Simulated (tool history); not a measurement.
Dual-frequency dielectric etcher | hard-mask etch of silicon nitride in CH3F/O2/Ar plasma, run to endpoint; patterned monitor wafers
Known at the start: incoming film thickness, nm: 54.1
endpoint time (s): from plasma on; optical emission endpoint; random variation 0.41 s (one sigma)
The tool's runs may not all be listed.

run 1 hour=0 | source_power_(kW)=0.33 bias_power_(kW)=0.057 | endpoint_time_(s)=86.195
run 2 hour=7.1 | source_power_(kW)=0.28 bias_power_(kW)=0.057 | endpoint_time_(s)=95.291
run 3 hour=11.2 | source_power_(kW)=0.26 bias_power_(kW)=0.056 | endpoint_time_(s)=100.7
run 4 hour=14.3 | source_power_(kW)=0.21 bias_power_(kW)=0.056 | endpoint_time_(s)=119.14
run 5 hour=15.2 | source_power_(kW)=0.22 bias_power_(kW)=0.056 | endpoint_time_(s)=113.67
run 6 hour=18.4 | source_power_(kW)=0.22 bias_power_(kW)=0.048 | endpoint_time_(s)=121.76
run 7 hour=24.8 | source_power_(kW)=0.23 bias_power_(kW)=0.048 | endpoint_time_(s)=118.14

Forecast run 8:
run 8 hour=29.9 | source_power_(kW)=0.24 bias_power_(kW)=0.048 | endpoint_time_(s)=?

Run 8 gave endpoint time (s) 114.88.
